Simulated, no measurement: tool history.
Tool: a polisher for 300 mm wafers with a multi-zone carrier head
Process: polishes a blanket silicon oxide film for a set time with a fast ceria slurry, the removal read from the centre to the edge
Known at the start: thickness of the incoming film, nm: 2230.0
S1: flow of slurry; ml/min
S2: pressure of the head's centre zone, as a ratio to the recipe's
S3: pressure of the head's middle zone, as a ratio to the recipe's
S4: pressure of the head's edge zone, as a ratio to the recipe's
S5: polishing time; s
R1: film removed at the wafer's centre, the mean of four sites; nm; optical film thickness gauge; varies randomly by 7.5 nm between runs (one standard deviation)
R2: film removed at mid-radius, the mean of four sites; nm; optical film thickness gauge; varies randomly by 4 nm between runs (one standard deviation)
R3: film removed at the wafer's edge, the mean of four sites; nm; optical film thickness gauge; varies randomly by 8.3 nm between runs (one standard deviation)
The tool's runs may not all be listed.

| run | hour | S1 | S2 | S3 | S4 | S5 | R1 | R2 | R3 |
|---|---|---|---|---|---|---|---|---|---|
| 1 | 0 | 130 | 1 | 1 | 1 | 57 | 824.49 | 915.41 | 893.47 |
| 2 | 4.3 | 130 | 1 | 1 | 1 | 50 | 727.97 | 798.37 | 780.79 |
| 3 | 6.8 | 130 | 1 | 1 | 1.08 | 50 | 726.05 | 797.29 | 816.39 |
| 4 | 12.6 | 155 | 1 | 1 | 1.08 | 50 | 753.97 | 832.28 | 836.31 |
| 5 | 13.2 | 150 | 0.98 | 1.01 | 1.01 | 47 | 710.73 | 788.16 | 762.24 |
| 6 | 16 | 150 | 0.89 | 1.01 | 1.01 | 47 | 658.24 | 779.64 | 772.23 |
| 7 | 19.9 | 115 | 0.92 | 1.06 | 0.91 | 38 | 504.24 | 626.46 | 551.22 |
| 8 | 21 | 120 | 0.92 | 1.06 | 0.91 | 38 | 506.46 | 624.33 | 558.55 |
| 9 | 22.1 | 130 | 0.92 | 1.07 | 0.91 | 38 | 512.3 | 645.09 | 563.25 |
| 10 | 28 | 135 | 0.93 | 1.07 | 0.91 | 38 | 525.49 | 654.17 | 574.2 |

Estimate the outcome of run 11 from the log above:
| 11 | 33.2 | 135 | 0.93 | 1.07 | 0.91 | 38 | ? | ? | ? |

{"run 11": {"R1": 526.69, "R2": 645.23, "R3": 570.43}}
